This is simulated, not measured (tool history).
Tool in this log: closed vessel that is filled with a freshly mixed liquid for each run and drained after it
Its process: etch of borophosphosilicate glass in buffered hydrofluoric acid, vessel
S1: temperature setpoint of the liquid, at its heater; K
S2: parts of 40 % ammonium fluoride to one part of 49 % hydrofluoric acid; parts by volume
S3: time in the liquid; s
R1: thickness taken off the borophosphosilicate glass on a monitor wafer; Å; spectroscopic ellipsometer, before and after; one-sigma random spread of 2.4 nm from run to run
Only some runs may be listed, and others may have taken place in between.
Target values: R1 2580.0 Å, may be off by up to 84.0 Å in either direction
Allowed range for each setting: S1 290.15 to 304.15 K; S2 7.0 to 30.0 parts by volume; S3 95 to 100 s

run,hour,S1,S2,S3,R1
1,0.0,296.15,20.0,95,1508.8
2,8.7,296.15,20.0,95,1526.2
3,13.4,298.15,19.5,95,1739.9
4,19.9,298.15,22.5,95,1547.4
5,28.7,299.65,22.5,95,1665.5
6,35.9,299.65,20.5,95,1796.7
7,41.0,300.65,19.5,95,1989.3
8,44.5,301.65,19.0,95,2138.6
9,45.6,302.15,18.5,95,2249.9
10,49.6,302.65,18.5,95,2344.0
11,54.0,303.15,18.5,95,2379.8

Consider the 4 candidate settings below. Which is the only one whose results all fall within their allowed miss of target?
A,58.4,304.15,21.5,100,?
B,58.4,303.65,19.0,95,?
C,58.4,304.15,18.0,95,?
D,58.4,302.65,19.0,100,?

move,R1
A,2330.7
B,2384.1
C,2581.4
D,2380.9
A: lands further from the targets than the last run did
B: no nearer and no further than the last run
C: every result lands within tolerance
D: no nearer and no further than the last run
C meets every target.
